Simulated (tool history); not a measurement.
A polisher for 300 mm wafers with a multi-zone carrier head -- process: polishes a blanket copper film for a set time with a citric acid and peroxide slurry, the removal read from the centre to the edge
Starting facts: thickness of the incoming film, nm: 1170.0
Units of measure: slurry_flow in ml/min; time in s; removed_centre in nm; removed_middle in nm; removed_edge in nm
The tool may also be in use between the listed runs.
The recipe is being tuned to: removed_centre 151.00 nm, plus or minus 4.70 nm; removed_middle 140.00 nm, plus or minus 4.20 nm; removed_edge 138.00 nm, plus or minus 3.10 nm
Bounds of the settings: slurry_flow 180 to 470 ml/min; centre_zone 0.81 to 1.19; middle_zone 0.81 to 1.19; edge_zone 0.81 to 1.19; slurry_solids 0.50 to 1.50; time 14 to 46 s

Run 1, hour 0.0: slurry_flow 300 ml/min, centre_zone 1.00, middle_zone 1.00, edge_zone 1.00, slurry_solids 1.00, time 30 s. Result: removed_centre 105.82 nm, removed_middle 113.63 nm, removed_edge 114.94 nm.
Run 2, hour 4.9: slurry_flow 355 ml/min, centre_zone 1.00, middle_zone 1.00, edge_zone 1.00, slurry_solids 1.00, time 30 s. Result: removed_centre 107.86 nm, removed_middle 113.78 nm, removed_edge 117.53 nm.
Run 3, hour 6.8: slurry_flow 370 ml/min, centre_zone 1.05, middle_zone 1.03, edge_zone 1.01, slurry_solids 1.10, time 30 s. Result: removed_centre 117.34 nm, removed_middle 120.42 nm, removed_edge 119.77 nm.
Run 4, hour 13.5: slurry_flow 380 ml/min, centre_zone 1.08, middle_zone 1.04, edge_zone 1.04, slurry_solids 1.20, time 30 s. Result: removed_centre 123.85 nm, removed_middle 123.99 nm, removed_edge 124.35 nm.
Run 5, hour 15.1: slurry_flow 380 ml/min, centre_zone 1.08, middle_zone 1.04, edge_zone 1.04, slurry_solids 1.30, time 30 s. Result: removed_centre 125.27 nm, removed_middle 128.11 nm, removed_edge 128.22 nm.
Run 6, hour 19.5: slurry_flow 380 ml/min, centre_zone 1.14, middle_zone 1.04, edge_zone 1.04, slurry_solids 1.30, time 30 s. Result: removed_centre 130.40 nm, removed_middle 127.32 nm, removed_edge 126.30 nm.
Run 7, hour 28.2: slurry_flow 400 ml/min, centre_zone 1.15, middle_zone 1.04, edge_zone 1.04, slurry_solids 1.35, time 30 s. Result: removed_centre 132.26 nm, removed_middle 128.47 nm, removed_edge 129.23 nm.
Run 8, hour 37.1: slurry_flow 385 ml/min, centre_zone 1.16, middle_zone 1.03, edge_zone 1.01, slurry_solids 1.40, time 31 s. Result: removed_centre 140.98 nm, removed_middle 133.48 nm, removed_edge 133.12 nm.
Run 9, hour 46.0: slurry_flow 390 ml/min, centre_zone 1.17, middle_zone 1.03, edge_zone 1.01, slurry_solids 1.45, time 31 s. Result: removed_centre 142.69 nm, removed_middle 134.43 nm, removed_edge 133.56 nm.
Run 10, hour 49.9: slurry_flow 395 ml/min, centre_zone 1.18, middle_zone 1.03, edge_zone 1.01, slurry_solids 1.45, time 31 s. Result: removed_centre 142.99 nm, removed_middle 134.56 nm, removed_edge 134.10 nm.
Run 11, hour 57.8: slurry_flow 395 ml/min, centre_zone 1.18, middle_zone 1.03, edge_zone 1.00, slurry_solids 1.45, time 31 s. Result: removed_centre 144.23 nm, removed_middle 134.67 nm, removed_edge 133.15 nm.

Consider the 4 candidate settings below. Which is the only one whose results all fall within their allowed miss of target?
Run A, hour 65.7: slurry_flow 385 ml/min, centre_zone 1.06, middle_zone 0.99, edge_zone 1.02, slurry_solids 1.45, time 32 s. Result: removed_centre ?, removed_middle ?, removed_edge ?.
Run B, hour 65.7: slurry_flow 435 ml/min, centre_zone 1.13, middle_zone 0.97, edge_zone 0.90, slurry_solids 1.25, time 35 s. Result: removed_centre ?, removed_middle ?, removed_edge ?.
Run C, hour 65.7: slurry_flow 390 ml/min, centre_zone 1.07, middle_zone 1.09, edge_zone 0.97, slurry_solids 1.25, time 33 s. Result: removed_centre ?, removed_middle ?, removed_edge ?.
Run D, hour 65.7: slurry_flow 420 ml/min, centre_zone 1.18, middle_zone 1.09, edge_zone 0.97, slurry_solids 1.45, time 30 s. Result: removed_centre ?, removed_middle ?, removed_edge ?.

move  removed_centre  removed_middle  removed_edge
   A          134.50          134.46        139.28
   B          152.30          140.90        139.72
   C          135.38          145.49        135.34
   D          140.46          137.65        127.95
A: meets the target for the result that was furthest off, but another lies outside its allowed miss
B: all results land within tolerance of their targets
C: meets the target for the result that was furthest off, but another lies outside its allowed miss
D: further off than the last run
The move that meets every target is B.
